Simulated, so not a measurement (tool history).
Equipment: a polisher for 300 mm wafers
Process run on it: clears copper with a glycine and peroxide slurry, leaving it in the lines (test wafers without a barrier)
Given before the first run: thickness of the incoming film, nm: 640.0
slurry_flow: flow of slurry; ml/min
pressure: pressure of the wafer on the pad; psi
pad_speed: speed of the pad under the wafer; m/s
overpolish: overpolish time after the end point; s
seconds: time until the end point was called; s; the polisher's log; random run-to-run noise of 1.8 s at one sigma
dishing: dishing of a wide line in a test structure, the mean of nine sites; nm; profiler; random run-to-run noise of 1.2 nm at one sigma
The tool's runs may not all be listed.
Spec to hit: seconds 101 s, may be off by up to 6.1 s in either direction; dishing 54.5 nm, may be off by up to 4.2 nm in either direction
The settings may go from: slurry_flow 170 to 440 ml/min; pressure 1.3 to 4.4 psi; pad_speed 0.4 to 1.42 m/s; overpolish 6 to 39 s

run 1 hour=0 | slurry_flow=280 pressure=2.8 pad_speed=0.9 overpolish=20 | seconds=126.11 dishing=65.982
run 2 hour=1.3 | slurry_flow=280 pressure=2.8 pad_speed=0.68 overpolish=20 | seconds=151.34 dishing=53.283
run 3 hour=4.4 | slurry_flow=280 pressure=3.2 pad_speed=0.68 overpolish=18 | seconds=139.7 dishing=55.794
run 4 hour=11.2 | slurry_flow=280 pressure=3.5 pad_speed=0.7 overpolish=15 | seconds=131.54 dishing=50.393
run 5 hour=12.2 | slurry_flow=280 pressure=2.8 pad_speed=0.7 overpolish=15 | seconds=147.45 dishing=45.994
run 6 hour=17.2 | slurry_flow=280 pressure=2.8 pad_speed=0.7 overpolish=18 | seconds=151.74 dishing=51.964
run 7 hour=19.5 | slurry_flow=280 pressure=3.2 pad_speed=0.72 overpolish=16 | seconds=133.58 dishing=50.492
run 8 hour=20.2 | slurry_flow=280 pressure=3.5 pad_speed=0.74 overpolish=15 | seconds=122.95 dishing=52.407
run 9 hour=27.8 | slurry_flow=280 pressure=3.7 pad_speed=0.76 overpolish=14 | seconds=115.97 dishing=53.378
run 10 hour=29.2 | slurry_flow=280 pressure=3.9 pad_speed=0.76 overpolish=13 | seconds=112.6 dishing=51.448
run 11 hour=30.9 | slurry_flow=280 pressure=4 pad_speed=0.76 overpolish=13 | seconds=113.12 dishing=50.935
run 12 hour=33.7 | slurry_flow=280 pressure=4.1 pad_speed=0.78 overpolish=13 | seconds=107.92 dishing=53.49

Pick the move, out of 5, that brings all results within their allowed miss; only one does.
run A hour=36.5 | slurry_flow=335 pressure=4.4 pad_speed=0.6 overpolish=17 | seconds=? dishing=?
run B hour=36.5 | slurry_flow=295 pressure=3.3 pad_speed=0.8 overpolish=15 | seconds=? dishing=?
run C hour=36.5 | slurry_flow=270 pressure=4.1 pad_speed=0.86 overpolish=13 | seconds=? dishing=?
run D hour=36.5 | slurry_flow=435 pressure=4.2 pad_speed=0.6 overpolish=16 | seconds=? dishing=?
run E hour=36.5 | slurry_flow=300 pressure=3.9 pad_speed=0.72 overpolish=15 | seconds=? dishing=?

move=A seconds=119.63 dishing=60.274
move=B seconds=123.15 dishing=52.737
move=C seconds=101.47 dishing=54.976
move=D seconds=121.26 dishing=56.806
move=E seconds=117.27 dishing=55.111
A: its largest miss is bigger than the last run's
B: its largest miss is bigger than the last run's
C: all results land within tolerance of their targets
D: its largest miss is bigger than the last run's
E: its largest miss is bigger than the last run's
Move C is the one to make.
